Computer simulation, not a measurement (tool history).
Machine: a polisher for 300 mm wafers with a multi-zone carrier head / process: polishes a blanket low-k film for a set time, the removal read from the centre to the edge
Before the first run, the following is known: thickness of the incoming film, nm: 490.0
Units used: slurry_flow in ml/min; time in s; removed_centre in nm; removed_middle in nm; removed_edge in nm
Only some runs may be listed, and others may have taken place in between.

run 1 hour=0.0 | slurry_flow=310 centre_zone=1.00 middle_zone=1.00 edge_zone=1.00 slurry_solids=1.00 time=64 | removed_centre=31.818 removed_middle=32.155 removed_edge=31.810
run 2 hour=1.8 | slurry_flow=310 centre_zone=1.00 middle_zone=1.00 edge_zone=1.08 slurry_solids=1.00 time=64 | removed_centre=32.216 removed_middle=33.577 removed_edge=31.934
run 3 hour=5.4 | slurry_flow=310 centre_zone=1.00 middle_zone=1.00 edge_zone=1.09 slurry_solids=1.05 time=64 | removed_centre=32.316 removed_middle=33.758 removed_edge=32.571
run 4 hour=6.0 | slurry_flow=310 centre_zone=1.00 middle_zone=1.00 edge_zone=1.17 slurry_solids=1.05 time=64 | removed_centre=32.610 removed_middle=32.436 removed_edge=34.089
run 5 hour=9.0 | slurry_flow=310 centre_zone=0.96 middle_zone=1.00 edge_zone=1.17 slurry_solids=1.05 time=64 | removed_centre=31.047 removed_middle=33.365 removed_edge=34.358
run 6 hour=15.3 | slurry_flow=310 centre_zone=1.03 middle_zone=1.00 edge_zone=1.17 slurry_solids=1.05 time=64 | removed_centre=33.255 removed_middle=33.280 removed_edge=34.109
run 7 hour=24.2 | slurry_flow=315 centre_zone=1.03 middle_zone=1.02 edge_zone=1.17 slurry_solids=1.10 time=64 | removed_centre=34.168 removed_middle=34.264 removed_edge=35.085
run 8 hour=26.7 | slurry_flow=320 centre_zone=1.04 middle_zone=1.04 edge_zone=1.17 slurry_solids=1.10 time=64 | removed_centre=34.131 removed_middle=35.755 removed_edge=35.144
run 9 hour=30.3 | slurry_flow=325 centre_zone=1.05 middle_zone=1.05 edge_zone=1.17 slurry_solids=1.10 time=64 | removed_centre=34.557 removed_middle=35.427 removed_edge=35.509
run 10 hour=35.5 | slurry_flow=325 centre_zone=1.06 middle_zone=1.07 edge_zone=1.16 slurry_solids=1.10 time=64 | removed_centre=35.015 removed_middle=36.100 removed_edge=34.212

Predict the results of run 11:
run 11 hour=42.0 | slurry_flow=330 centre_zone=1.06 middle_zone=1.08 edge_zone=1.16 slurry_solids=1.10 time=64 | removed_centre=? removed_middle=? removed_edge=?

Logged for run 11: removed_centre 35.154 nm, removed_middle 35.963 nm, removed_edge 34.505 nm.

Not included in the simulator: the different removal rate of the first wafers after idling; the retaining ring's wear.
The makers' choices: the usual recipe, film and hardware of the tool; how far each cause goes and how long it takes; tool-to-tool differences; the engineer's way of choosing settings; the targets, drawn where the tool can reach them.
